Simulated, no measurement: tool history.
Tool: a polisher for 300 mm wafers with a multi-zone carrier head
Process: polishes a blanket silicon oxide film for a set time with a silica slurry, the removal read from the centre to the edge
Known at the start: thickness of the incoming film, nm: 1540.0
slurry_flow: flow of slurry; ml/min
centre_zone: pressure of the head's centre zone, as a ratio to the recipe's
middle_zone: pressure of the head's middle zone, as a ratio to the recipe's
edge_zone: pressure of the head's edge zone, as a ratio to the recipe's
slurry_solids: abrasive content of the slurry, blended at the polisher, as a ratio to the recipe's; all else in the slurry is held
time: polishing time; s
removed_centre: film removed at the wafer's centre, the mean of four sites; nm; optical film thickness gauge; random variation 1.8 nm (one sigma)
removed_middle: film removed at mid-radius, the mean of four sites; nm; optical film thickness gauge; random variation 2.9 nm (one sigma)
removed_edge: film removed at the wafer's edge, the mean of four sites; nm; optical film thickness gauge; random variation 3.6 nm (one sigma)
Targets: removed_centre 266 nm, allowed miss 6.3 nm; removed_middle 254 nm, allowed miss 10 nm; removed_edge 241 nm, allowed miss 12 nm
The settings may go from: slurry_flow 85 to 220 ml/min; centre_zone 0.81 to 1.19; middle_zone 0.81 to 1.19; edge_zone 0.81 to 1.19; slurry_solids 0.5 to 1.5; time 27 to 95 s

run	hour	slurry_flow	centre_zone	middle_zone	edge_zone	slurry_solids	time	removed_centre	removed_middle	removed_edge
1	0	140	1	1	1	1	61	133.56	141.19	137.48
2	6.4	150	1.03	1.02	1.03	1.1	64	153.21	156.54	157.04
3	10.2	150	1.03	1.02	1.1	1.1	64	154.08	158.75	160.06
4	17.4	160	1.06	1.06	1.1	1.2	66	170.26	175.19	172.14
5	21.5	160	1.06	1.06	1.1	1	66	158.14	167.79	153.39
6	30	160	0.99	1.06	1.1	1	66	148.6	162.04	159.59
7	32.6	200	1.09	0.98	1.17	1.25	78	216.84	202.8	217.83
8	39.2	200	1.11	1.01	1.16	1.3	78	224.73	212.81	214.63
9	43.1	200	1.12	1.02	1.16	1.35	79	230.37	219.89	223.08
10	49.8	200	1.13	1.03	1.16	1.4	80	238.75	228.07	232.34
11	50.5	205	1.14	1.04	1.15	1.4	80	243.84	228.01	227.42

5 next moves are on the table. One of them brings every result within its allowed miss. Which?
A	51.2	180	1.03	1.03	1.15	1.1	95	?	?	?
B	51.2	215	1.18	0.96	1.04	1.45	77	?	?	?
C	51.2	205	1.14	1.07	1.09	1.5	85	?	?	?
D	51.2	205	1.12	0.9	1.13	1.4	83	?	?	?
E	51.2	190	1.15	1.09	1.15	1.45	82	?	?	?

move	removed_centre	removed_middle	removed_edge
A	234.33	238.88	246.2
B	245.94	209.55	212.39
C	263.4	247.03	241.29
D	246.86	214.34	235
E	250.62	235.74	234.75
A: further off than the last run
B: further off than the last run
C: meets every target
D: further off than the last run
E: nearer than the last run, and not there yet
Move C is the one to make.

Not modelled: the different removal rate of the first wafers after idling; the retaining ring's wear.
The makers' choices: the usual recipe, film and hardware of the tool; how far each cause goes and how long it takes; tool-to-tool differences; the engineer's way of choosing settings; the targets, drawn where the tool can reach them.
